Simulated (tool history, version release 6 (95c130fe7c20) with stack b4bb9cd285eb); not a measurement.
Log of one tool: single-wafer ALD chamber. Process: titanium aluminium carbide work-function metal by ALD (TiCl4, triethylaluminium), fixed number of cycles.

run	day	heater temperature setpoint (K)	triethylaluminium pulse time (s)	mean film thickness on the monitor wafer (angstrom)
1	0	568.15	14.7	21.578
2	0.2	568.15	11.56	21.314
3	0.538	568.15	9.37	20.818
4	0.717	567.15	9.15	20.733
5	1.046	566.15	8.96	20.424
6	1.296	576.15	8.96	21.594
7	1.367	574.15	8.6	21.22
8	1.596	572.15	8.27	20.718

The next listed run, before its measurement:
9	1.858	571.15	8.09	?

Run 9 gave mean film thickness on the monitor wafer (angstrom) 20.63.
